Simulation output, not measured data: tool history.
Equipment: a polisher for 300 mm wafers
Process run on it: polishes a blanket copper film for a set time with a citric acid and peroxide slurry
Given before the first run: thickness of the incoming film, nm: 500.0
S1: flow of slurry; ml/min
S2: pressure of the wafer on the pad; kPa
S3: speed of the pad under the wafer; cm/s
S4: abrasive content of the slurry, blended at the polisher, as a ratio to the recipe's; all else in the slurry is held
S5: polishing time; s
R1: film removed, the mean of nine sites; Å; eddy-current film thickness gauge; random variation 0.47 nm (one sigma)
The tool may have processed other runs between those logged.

{"run": 1, "hour": 0.0, "S1": 140, "S2": 17.9, "S3": 90, "S4": 1.0, "S5": 34, "R1": 553.6}
{"run": 2, "hour": 8.5, "S1": 110, "S2": 17.9, "S3": 90, "S4": 1.0, "S5": 34, "R1": 535.43}
{"run": 3, "hour": 12.2, "S1": 110, "S2": 17.9, "S3": 90, "S4": 1.1, "S5": 34, "R1": 549.08}
{"run": 4, "hour": 12.9, "S1": 125, "S2": 18.6, "S3": 90, "S4": 1.1, "S5": 34, "R1": 573.04}
{"run": 5, "hour": 15.6, "S1": 125, "S2": 18.6, "S3": 102, "S4": 1.1, "S5": 34, "R1": 648.19}
{"run": 6, "hour": 16.5, "S1": 125, "S2": 15.2, "S3": 102, "S4": 1.1, "S5": 34, "R1": 554.25}

Run 7, settings as shown, results not yet in. Your forecast:
{"run": 7, "hour": 22.0, "S1": 135, "S2": 15.9, "S3": 102, "S4": 1.1, "S5": 34, "R1": "?"}

{"run 7": {"R1": 577.04}}
